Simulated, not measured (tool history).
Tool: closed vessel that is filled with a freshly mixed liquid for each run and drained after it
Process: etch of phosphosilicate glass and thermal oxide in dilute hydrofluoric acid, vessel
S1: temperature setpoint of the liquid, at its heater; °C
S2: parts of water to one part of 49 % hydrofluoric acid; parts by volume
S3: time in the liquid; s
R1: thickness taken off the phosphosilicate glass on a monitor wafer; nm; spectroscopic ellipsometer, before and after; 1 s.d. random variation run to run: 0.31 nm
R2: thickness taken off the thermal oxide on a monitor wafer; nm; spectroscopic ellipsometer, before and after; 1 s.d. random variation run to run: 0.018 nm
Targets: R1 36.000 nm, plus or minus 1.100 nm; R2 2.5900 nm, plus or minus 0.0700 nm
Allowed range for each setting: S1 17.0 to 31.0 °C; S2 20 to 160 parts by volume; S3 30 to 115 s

Run 1, hour 0.0: S1 23.0 °C, S2 90 parts by volume, S3 60 s. Result: R1 36.502 nm, R2 2.6867 nm.
Run 2, hour 1.7: S1 23.0 °C, S2 75 parts by volume, S3 60 s. Result: R1 45.540 nm, R2 3.2905 nm.
Run 3, hour 3.7: S1 22.5 °C, S2 75 parts by volume, S3 60 s. Result: R1 44.978 nm, R2 3.2059 nm.
Run 4, hour 7.9: S1 22.5 °C, S2 75 parts by volume, S3 40 s. Result: R1 29.940 nm, R2 2.1347 nm.
Run 5, hour 13.6: S1 25.5 °C, S2 75 parts by volume, S3 40 s. Result: R1 33.607 nm, R2 2.4413 nm.
At hour 20.8: thermometer replaced.
Run 6, hour 20.8: S1 23.5 °C, S2 75 parts by volume, S3 40 s. Result: R1 33.247 nm, R2 2.4147 nm.
Run 7, hour 25.3: S1 24.5 °C, S2 75 parts by volume, S3 40 s. Result: R1 33.993 nm, R2 2.4942 nm.
Run 8, hour 29.5: S1 24.5 °C, S2 70 parts by volume, S3 40 s. Result: R1 37.871 nm, R2 2.6837 nm.

Pick the move, out of 4, that brings all results within their allowed miss; only one does.
Run A, hour 33.7: S1 28.5 °C, S2 65 parts by volume, S3 30 s. Result: R1 ?, R2 ?.
Run B, hour 33.7: S1 25.5 °C, S2 70 parts by volume, S3 40 s. Result: R1 ?, R2 ?.
Run C, hour 33.7: S1 24.5 °C, S2 90 parts by volume, S3 55 s. Result: R1 ?, R2 ?.
Run D, hour 33.7: S1 24.0 °C, S2 75 parts by volume, S3 45 s. Result: R1 ?, R2 ?.

move      R1      R2
   A  35.918  2.5832
   B  39.216  2.8204
   C  39.267  2.8241
   D  38.516  2.7701
A: meets every target
B: moves away from the targets compared with the last run
C: moves away from the targets compared with the last run
D: moves away from the targets compared with the last run
So the answer is move A, the one that meets all the targets.
